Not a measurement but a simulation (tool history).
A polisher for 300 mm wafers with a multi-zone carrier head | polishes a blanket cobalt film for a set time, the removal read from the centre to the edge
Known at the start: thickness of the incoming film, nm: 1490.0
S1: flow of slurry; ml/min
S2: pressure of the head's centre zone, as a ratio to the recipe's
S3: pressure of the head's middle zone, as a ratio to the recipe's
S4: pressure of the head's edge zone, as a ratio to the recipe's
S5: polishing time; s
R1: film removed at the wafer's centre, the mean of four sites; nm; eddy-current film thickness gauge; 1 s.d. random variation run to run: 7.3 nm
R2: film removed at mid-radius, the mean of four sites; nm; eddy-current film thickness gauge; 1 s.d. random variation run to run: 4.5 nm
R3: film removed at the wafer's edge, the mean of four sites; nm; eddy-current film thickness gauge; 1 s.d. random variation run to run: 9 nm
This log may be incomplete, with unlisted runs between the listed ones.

run 1 day=0.000 | S1=190 S2=1.00 S3=1.00 S4=1.00 S5=78 | R1=531.03 R2=551.46 R3=552.67
run 2 day=0.108 | S1=190 S2=1.05 S3=1.00 S4=1.00 S5=78 | R1=563.55 R2=547.94 R3=543.77
run 3 day=0.250 | S1=190 S2=0.99 S3=1.00 S4=1.00 S5=78 | R1=534.85 R2=553.78 R3=542.78
run 4 day=0.362 | S1=195 S2=0.99 S3=1.00 S4=1.02 S5=79 | R1=545.17 R2=558.80 R3=556.66
run 5 day=0.662 | S1=195 S2=0.98 S3=1.00 S4=1.03 S5=81 | R1=546.02 R2=572.21 R3=569.93
run 6 day=0.900 | S1=195 S2=0.98 S3=1.00 S4=1.04 S5=83 | R1=565.56 R2=583.18 R3=578.54
run 7 day=1.200 | S1=195 S2=0.97 S3=0.99 S4=1.04 S5=85 | R1=566.72 R2=597.56 R3=584.27
run 8 day=1.508 | S1=195 S2=0.97 S3=0.98 S4=1.06 S5=87 | R1=577.52 R2=606.89 R3=611.01
run 9 day=1.596 | S1=195 S2=0.97 S3=0.98 S4=1.06 S5=87 | R1=595.04 R2=603.98 R3=628.79
run 10 day=1.667 | S1=195 S2=0.97 S3=0.98 S4=1.07 S5=87 | R1=581.69 R2=609.46 R3=630.54
run 11 day=2.000 | S1=200 S2=0.97 S3=0.98 S4=1.08 S5=87 | R1=595.04 R2=610.21 R3=627.11
run 12 day=2.075 | S1=200 S2=0.97 S3=0.98 S4=1.09 S5=87 | R1=585.93 R2=611.76 R3=632.75
run 13 day=2.267 | S1=205 S2=0.97 S3=0.98 S4=1.10 S5=87 | R1=599.98 R2=607.91 R3=639.24
run 14 day=2.583 | S1=205 S2=0.97 S3=0.99 S4=1.11 S5=87 | R1=597.07 R2=615.51 R3=636.86

The next listed run, before its measurement:
run 15 day=2.792 | S1=205 S2=0.97 S3=0.99 S4=1.12 S5=87 | R1=? R2=? R3=?

Logged for run 15: R1 595.15 nm, R2 615.72 nm, R3 631.92 nm.
